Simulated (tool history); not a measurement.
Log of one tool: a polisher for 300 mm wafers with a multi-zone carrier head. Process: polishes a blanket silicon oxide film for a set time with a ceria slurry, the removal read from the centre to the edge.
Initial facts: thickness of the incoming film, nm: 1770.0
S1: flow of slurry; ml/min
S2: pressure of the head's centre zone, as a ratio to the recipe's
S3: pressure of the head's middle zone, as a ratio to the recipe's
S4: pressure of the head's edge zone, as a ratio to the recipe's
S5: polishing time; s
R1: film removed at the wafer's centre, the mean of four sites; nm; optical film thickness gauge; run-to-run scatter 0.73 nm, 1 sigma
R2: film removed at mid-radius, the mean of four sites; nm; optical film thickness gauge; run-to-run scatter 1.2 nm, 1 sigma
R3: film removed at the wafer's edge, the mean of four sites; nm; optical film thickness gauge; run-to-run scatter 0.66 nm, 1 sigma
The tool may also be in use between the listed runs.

| run | day | S1 | S2 | S3 | S4 | S5 | R1 | R2 | R3 |
|---|---|---|---|---|---|---|---|---|---|
| 1 | 0 | 155 | 1 | 1 | 1 | 47 | 121.53 | 110.48 | 112.71 |
| 2 | 0.092 | 155 | 0.94 | 1 | 1 | 47 | 112.29 | 111.83 | 112.41 |
| 3 | 0.346 | 145 | 0.91 | 0.99 | 0.96 | 45 | 103.1 | 101.82 | 104.72 |
| 4 | 0.4 | 145 | 0.91 | 0.99 | 0.96 | 37 | 84.884 | 85.202 | 85.859 |
| 5 | 0.696 | 150 | 0.9 | 1 | 0.97 | 37 | 82.743 | 86.25 | 86.014 |
| 6 | 0.879 | 155 | 0.9 | 1.01 | 0.98 | 37 | 84.948 | 88.787 | 87.293 |
|  | 1.108 | centre zone pressure recalibrated |
| 7 | 1.108 | 155 | 0.89 | 1.02 | 0.99 | 37 | 74.487 | 88.066 | 87.751 |

What does the tool deliver on the next run?
| 8 | 1.246 | 165 | 0.9 | 1.02 | 0.99 | 37 | ? | ? | ? |

Run 8 came out at R1 78.807 nm, R2 89.121 nm, R3 87.531 nm.
